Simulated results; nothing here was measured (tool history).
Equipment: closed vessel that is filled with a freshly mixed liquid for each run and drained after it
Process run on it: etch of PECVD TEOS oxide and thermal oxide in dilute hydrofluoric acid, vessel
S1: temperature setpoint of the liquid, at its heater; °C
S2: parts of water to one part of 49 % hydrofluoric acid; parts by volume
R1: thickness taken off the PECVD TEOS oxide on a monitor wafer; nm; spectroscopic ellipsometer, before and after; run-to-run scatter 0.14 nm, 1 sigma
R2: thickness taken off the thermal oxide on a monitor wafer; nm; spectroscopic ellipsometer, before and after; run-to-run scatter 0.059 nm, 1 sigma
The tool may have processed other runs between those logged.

{"run": 1, "day": 0.0, "S1": 23.0, "S2": 140, "time in the liquid (s)": 75, "R1": 8.2026, "R2": 2.191}
{"run": 2, "day": 0.342, "S1": 24.5, "S2": 135, "time in the liquid (s)": 75, "R1": 8.8245, "R2": 2.5389}
{"run": 3, "day": 0.5, "S1": 24.0, "S2": 125, "time in the liquid (s)": 75, "R1": 9.5869, "R2": 2.6393}
{"run": 4, "day": 0.604, "S1": 26.0, "S2": 125, "time in the liquid (s)": 75, "R1": 10.446, "R2": 2.7856}
{"run": 5, "day": 0.958, "S1": 26.0, "S2": 120, "time in the liquid (s)": 75, "R1": 10.629, "R2": 3.0048}
{"run": 6, "day": 1.038, "S1": 26.0, "S2": 155, "time in the liquid (s)": 75, "R1": 8.0551, "R2": 2.1505}
{"run": 7, "day": 1.062, "S1": 27.0, "S2": 145, "time in the liquid (s)": 75, "R1": 9.0592, "R2": 2.503}
{"run": 8, "day": 1.229, "S1": 28.0, "S2": 90, "time in the liquid (s)": 80, "R1": 17.018, "R2": 4.8412}
{"run": 9, "day": 1.333, "S1": 27.5, "S2": 90, "time in the liquid (s)": 80, "R1": 16.707, "R2": 4.7612}
{"run": 10, "day": 1.433, "S1": 27.5, "S2": 90, "time in the liquid (s)": 80, "R1": 16.833, "R2": 4.8342}
{"run": 11, "day": 1.7, "S1": 27.0, "S2": 90, "time in the liquid (s)": 80, "R1": 16.743, "R2": 4.5809}

What does the tool deliver on the next run?
{"run": 12, "day": 1.958, "S1": 26.5, "S2": 90, "time in the liquid (s)": 80, "R1": "?", "R2": "?"}

Run 12 gave R1 15.9640 nm, R2 4.5465 nm.

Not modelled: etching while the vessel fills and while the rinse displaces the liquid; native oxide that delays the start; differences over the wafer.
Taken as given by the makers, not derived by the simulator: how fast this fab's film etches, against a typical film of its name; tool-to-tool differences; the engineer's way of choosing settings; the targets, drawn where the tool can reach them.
